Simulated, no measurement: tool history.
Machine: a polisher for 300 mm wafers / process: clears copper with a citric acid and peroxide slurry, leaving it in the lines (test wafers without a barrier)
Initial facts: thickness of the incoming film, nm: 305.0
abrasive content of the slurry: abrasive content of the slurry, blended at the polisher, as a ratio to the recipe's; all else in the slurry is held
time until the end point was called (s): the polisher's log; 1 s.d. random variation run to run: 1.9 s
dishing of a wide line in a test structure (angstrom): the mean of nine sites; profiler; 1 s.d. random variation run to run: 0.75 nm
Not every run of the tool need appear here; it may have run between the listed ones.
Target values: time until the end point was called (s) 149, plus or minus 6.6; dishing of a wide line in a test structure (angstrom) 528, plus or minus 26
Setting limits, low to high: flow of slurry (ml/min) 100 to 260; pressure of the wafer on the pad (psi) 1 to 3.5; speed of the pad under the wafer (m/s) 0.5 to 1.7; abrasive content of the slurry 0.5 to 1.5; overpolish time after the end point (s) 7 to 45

| run | hour | flow of slurry (ml/min) | pressure of the wafer on the pad (psi) | speed of the pad under the wafer (m/s) | abrasive content of the slurry | overpolish time after the end point (s) | time until the end point was called (s) | dishing of a wide line in a test structure (angstrom) |
|---|---|---|---|---|---|---|---|---|
| 1 | 0 | 165 | 2.2 | 1.1 | 1 | 23 | 177.8 | 342.49 |
| 2 | 3.1 | 165 | 2.2 | 1.26 | 1 | 23 | 154.91 | 379.89 |
| 3 | 4.2 | 165 | 1.8 | 1.26 | 1 | 23 | 187.59 | 307.9 |
| 4 | 5.5 | 120 | 1.8 | 1.26 | 1 | 23 | 205.44 | 287 |
| 5 | 8.1 | 135 | 1.9 | 1.26 | 1 | 25 | 188.28 | 344.4 |
| 6 | 13.8 | 135 | 1.9 | 1.26 | 1.2 | 25 | 177.81 | 358.1 |
| 7 | 17 | 145 | 2 | 1.26 | 1.2 | 27 | 166.45 | 397.7 |
| 8 | 18.7 | 155 | 2 | 1.26 | 1.2 | 28 | 166.37 | 422.19 |
| 9 | 20.8 | 165 | 2 | 1.26 | 1.2 | 29 | 163.63 | 434.12 |
| 10 | 24.1 | 170 | 2 | 1.26 | 1.2 | 30 | 161.15 | 449.54 |
| 11 | 29.6 | 175 | 2 | 1.26 | 1.2 | 31 | 161.22 | 469.66 |
| 12 | 38.5 | 180 | 2 | 1.26 | 1.2 | 31 | 159.55 | 475.24 |
| 13 | 45.4 | 185 | 2 | 1.26 | 1.2 | 31 | 160.93 | 467.64 |

Which single option among these 5 for the next run brings every result within its allowed miss of target? Just one does.
| A | 52.3 | 195 | 2.3 | 1.14 | 1.25 | 33 | ? | ? |
| B | 52.3 | 120 | 1.6 | 1.7 | 1.3 | 32 | ? | ? |
| C | 52.3 | 215 | 1.8 | 1.28 | 1.2 | 28 | ? | ? |
| D | 52.3 | 175 | 2 | 1.32 | 1.25 | 26 | ? | ? |
| E | 52.3 | 205 | 1.8 | 1.6 | 1.15 | 23 | ? | ? |

| move | time until the end point was called (s) | dishing of a wide line in a test structure (angstrom) |
|---|---|---|
| A | 147.15 | 524.58 |
| B | 159.28 | 466.11 |
| C | 168.17 | 402.63 |
| D | 150.59 | 417.81 |
| E | 140.25 | 397.14 |
A: all results in spec
B: just as far off the targets as the last run
C: further off than the last run
D: further off than the last run
E: further off than the last run
Move A is the one to make.
